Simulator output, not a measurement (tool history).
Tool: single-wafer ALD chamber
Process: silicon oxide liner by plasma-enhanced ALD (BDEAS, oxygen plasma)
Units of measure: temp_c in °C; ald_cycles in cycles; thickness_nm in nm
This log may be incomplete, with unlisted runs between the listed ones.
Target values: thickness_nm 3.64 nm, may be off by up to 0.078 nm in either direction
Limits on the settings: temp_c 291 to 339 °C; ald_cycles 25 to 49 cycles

run  hour  temp_c  ald_cycles  thickness_nm
  1     0     315          37          3.16
  2   1.2     315          38        3.2548
  3  10.2     315          34        2.9243
  4  18.6     315          35        3.0168
  5  20.8     315          36        3.1222
  6  29.4     315          37        3.1769
  7  37.4     315          38        3.2457
  8  41.7     315          39        3.3685
  9  50.3     314          41        3.5198

Exercise: of the 4 proposed moves below, exactly one satisfies all targets within the stated allowed misses. Which move is it?
  A  58.9     315          45             ?
  B  58.9     314          40             ?
  C  58.9     313          45             ?
  D  58.9     314          42             ?

move  thickness_nm
   A        3.8545
   B        3.4318
   C         3.867
   D        3.6034
A: takes the result that was furthest off past its target
B: the biggest miss grows against the last run
C: takes the result that was furthest off past its target
D: all results land within tolerance of their targets
The right move is D.

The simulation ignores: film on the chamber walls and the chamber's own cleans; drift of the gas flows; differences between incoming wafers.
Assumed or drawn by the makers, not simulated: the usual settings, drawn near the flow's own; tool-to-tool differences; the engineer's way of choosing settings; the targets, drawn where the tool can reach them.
